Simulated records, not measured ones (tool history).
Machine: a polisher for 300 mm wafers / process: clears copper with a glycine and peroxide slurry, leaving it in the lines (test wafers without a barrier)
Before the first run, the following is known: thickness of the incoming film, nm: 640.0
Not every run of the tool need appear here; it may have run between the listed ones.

| run | hour | flow of slurry (ml/min) | pressure of the wafer on the pad (psi) | speed of the pad under the wafer (cm/s) | overpolish time after the end point (s) | time until the end point was called (s) | dishing of a wide line in a test structure (Å) |
|---|---|---|---|---|---|---|---|
| 1 | 0.0 | 175 | 2.3 | 114 | 13 | 137.06 | 392.23 |
| 2 | 2.0 | 175 | 2.3 | 114 | 15 | 135.65 | 456.86 |
| 3 | 3.0 | 175 | 2.3 | 114 | 10 | 138.80 | 310.08 |
| 4 | 4.0 | 175 | 2.2 | 112 | 12 | 145.87 | 356.99 |
|  | 5.6 | head pressure recalibrated |
| 5 | 5.6 | 200 | 2.2 | 112 | 12 | 134.37 | 367.67 |
| 6 | 8.9 | 190 | 2.2 | 112 | 14 | 131.01 | 427.31 |
| 7 | 11.9 | 175 | 2.2 | 112 | 15 | 137.41 | 440.30 |

Run 8 comes next. What will it give?
| 8 | 17.5 | 165 | 2.2 | 110 | 16 | ? | ? |

{"run 8": {"time until the end point was called (s)": 134.88, "dishing of a wide line in a test structure (Å)": 465.37}}
